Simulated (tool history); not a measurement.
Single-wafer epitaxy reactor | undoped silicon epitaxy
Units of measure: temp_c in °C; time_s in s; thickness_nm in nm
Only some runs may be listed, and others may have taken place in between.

{"run": 1, "hour": 0.0, "temp_c": 645, "time_s": 473, "thickness_nm": 66.947}
{"run": 2, "hour": 6.8, "temp_c": 643, "time_s": 472, "thickness_nm": 64.295}
{"run": 3, "hour": 15.5, "temp_c": 643, "time_s": 527, "thickness_nm": 71.539}
{"run": 4, "hour": 23.7, "temp_c": 643, "time_s": 551, "thickness_nm": 74.573}
{"run": 5, "hour": 25.4, "temp_c": 643, "time_s": 522, "thickness_nm": 71.166}
{"run": 6, "hour": 29.6, "temp_c": 650, "time_s": 522, "thickness_nm": 83.322}

The next listed run, before its measurement:
{"run": 7, "hour": 30.5, "temp_c": 647, "time_s": 521, "thickness_nm": "?"}

{"run 7": {"thickness_nm": 77.414}}
